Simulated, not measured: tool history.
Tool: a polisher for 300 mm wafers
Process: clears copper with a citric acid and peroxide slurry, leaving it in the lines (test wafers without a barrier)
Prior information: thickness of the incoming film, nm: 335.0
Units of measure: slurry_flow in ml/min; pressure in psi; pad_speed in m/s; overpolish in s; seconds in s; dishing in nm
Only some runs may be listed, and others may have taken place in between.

run  hour  slurry_flow  pressure  pad_speed  slurry_solids  overpolish  seconds  dishing
  1     0          240         3       1.06              1          11   161.49   16.125
  2     5          215         3       1.06              1          11    158.3   16.157
  3  12.2          215       2.7       1.06              1          11    171.3   14.386
  4  13.4          215       2.7       0.94              1          11    202.9   12.812
  5  16.5          215       2.6       0.94              1          11   209.93   12.442
  6  18.9          215       2.6       0.94              1           6   201.97   6.9699
     23.6  -- slurry blender recalibrated
  7  23.6          215       2.5       0.92              1           7   211.78   7.7474
  8  31.9          215       2.4        0.9              1           8   225.26   8.6083
  9  38.2          225       2.3        0.9              1           8   235.56   8.2179
 10  39.8          240       2.3        0.9              1           8   228.89   8.1884
 11  42.7          185       2.2        0.9              1          12   252.18   11.207

Run 12, settings as shown, results not yet in. Your forecast:
 12  44.5          180       2.2        0.9              1          12        ?        ?

{"run 12": {"seconds": 257.74, "dishing": 11.271}}

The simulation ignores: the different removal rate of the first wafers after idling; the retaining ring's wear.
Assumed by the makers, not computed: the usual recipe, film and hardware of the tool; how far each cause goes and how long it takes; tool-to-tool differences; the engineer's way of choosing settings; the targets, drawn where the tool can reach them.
